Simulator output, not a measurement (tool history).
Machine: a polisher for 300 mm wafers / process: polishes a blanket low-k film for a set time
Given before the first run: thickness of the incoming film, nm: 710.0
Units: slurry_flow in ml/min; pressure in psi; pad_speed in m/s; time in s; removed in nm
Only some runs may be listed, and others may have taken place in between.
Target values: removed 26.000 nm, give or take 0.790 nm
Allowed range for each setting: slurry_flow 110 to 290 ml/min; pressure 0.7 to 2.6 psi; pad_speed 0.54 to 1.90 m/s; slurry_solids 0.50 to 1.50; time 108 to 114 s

run 1 hour=0.0 | slurry_flow=185 pressure=1.6 pad_speed=1.22 slurry_solids=1.00 time=108 | removed=39.612
run 2 hour=5.3 | slurry_flow=185 pressure=1.2 pad_speed=1.22 slurry_solids=1.00 time=108 | removed=32.960
run 3 hour=13.9 | slurry_flow=185 pressure=1.2 pad_speed=0.98 slurry_solids=1.00 time=108 | removed=28.336
run 4 hour=20.8 | slurry_flow=185 pressure=1.6 pad_speed=0.98 slurry_solids=1.00 time=108 | removed=34.391
run 5 hour=26.6 | slurry_flow=165 pressure=1.6 pad_speed=0.98 slurry_solids=1.00 time=108 | removed=33.812
run 6 hour=29.5 | slurry_flow=165 pressure=1.6 pad_speed=0.98 slurry_solids=1.00 time=108 | removed=34.125
run 7 hour=30.7 | slurry_flow=165 pressure=1.5 pad_speed=0.98 slurry_solids=1.00 time=108 | removed=32.811
run 8 hour=37.9 | slurry_flow=165 pressure=1.5 pad_speed=0.98 slurry_solids=1.00 time=108 | removed=32.394
run 9 hour=43.4 | slurry_flow=165 pressure=1.4 pad_speed=0.98 slurry_solids=1.00 time=108 | removed=31.318
run 10 hour=51.6 | slurry_flow=165 pressure=1.4 pad_speed=0.98 slurry_solids=1.00 time=108 | removed=30.733
run 11 hour=56.2 | slurry_flow=165 pressure=1.3 pad_speed=0.98 slurry_solids=1.00 time=108 | removed=29.135

Of the 4 settings listed for the next run, only one would bring every result within its allowed miss of target. Which one?
run A hour=60.8 | slurry_flow=245 pressure=1.2 pad_speed=1.14 slurry_solids=0.85 time=108 | removed=?
run B hour=60.8 | slurry_flow=185 pressure=1.1 pad_speed=0.88 slurry_solids=1.05 time=110 | removed=?
run C hour=60.8 | slurry_flow=185 pressure=1.2 pad_speed=0.98 slurry_solids=1.00 time=109 | removed=?
run D hour=60.8 | slurry_flow=185 pressure=1.4 pad_speed=0.88 slurry_solids=0.95 time=108 | removed=?

move=A removed=28.890
move=B removed=25.872
move=C removed=28.555
move=D removed=28.186
A: closer than the last run, but not yet in spec
B: in spec on every target
C: closer than the last run, but not yet in spec
D: closer than the last run, but not yet in spec
Go with B: it meets all targets.
